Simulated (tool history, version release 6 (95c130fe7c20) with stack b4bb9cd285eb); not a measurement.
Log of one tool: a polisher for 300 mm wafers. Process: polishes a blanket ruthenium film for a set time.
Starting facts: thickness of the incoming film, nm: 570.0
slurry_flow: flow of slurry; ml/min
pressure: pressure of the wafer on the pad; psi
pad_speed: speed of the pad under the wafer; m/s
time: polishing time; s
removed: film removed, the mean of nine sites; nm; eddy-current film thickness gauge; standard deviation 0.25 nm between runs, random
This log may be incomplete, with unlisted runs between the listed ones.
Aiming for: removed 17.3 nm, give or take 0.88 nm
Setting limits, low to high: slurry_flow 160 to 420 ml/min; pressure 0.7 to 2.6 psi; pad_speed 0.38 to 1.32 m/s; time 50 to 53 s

run    day  slurry_flow  pressure  pad_speed  time  removed
  1      0          270       1.6       0.84    50   38.589
  2   0.15          270       1.6       0.84    50   37.961
  3  0.442          270       1.4        0.8    50   32.067
  4  0.608          270       1.3       0.78    50   29.291
  5  0.633          270       1.3       0.78    53   31.964
  6  0.862          270       1.2       0.74    53   28.105
  7  1.175          270       1.1       0.72    53   24.295
  8  1.342          270         1       0.72    53   23.248
  9    1.7          270       0.9        0.7    53   20.634
 10  1.962          270       0.9        0.7    53   20.941
 11  1.992          270       0.8       0.68    53   18.304

Of the 4 settings listed for the next run, only one would bring every result within its allowed miss of target. Which one?
  A  2.021          275       0.7       0.86    51        ?
  B  2.021          255       0.8        0.7    53        ?
  C  2.021          240       0.8       0.72    52        ?
  D  2.021          240         1       0.54    53        ?

move  removed
   A   19.977
   B   18.733
   C   18.759
   D   17.377
A: lands further from the targets than the last run did
B: lands further from the targets than the last run did
C: lands further from the targets than the last run did
D: every result lands within tolerance
D meets every target.
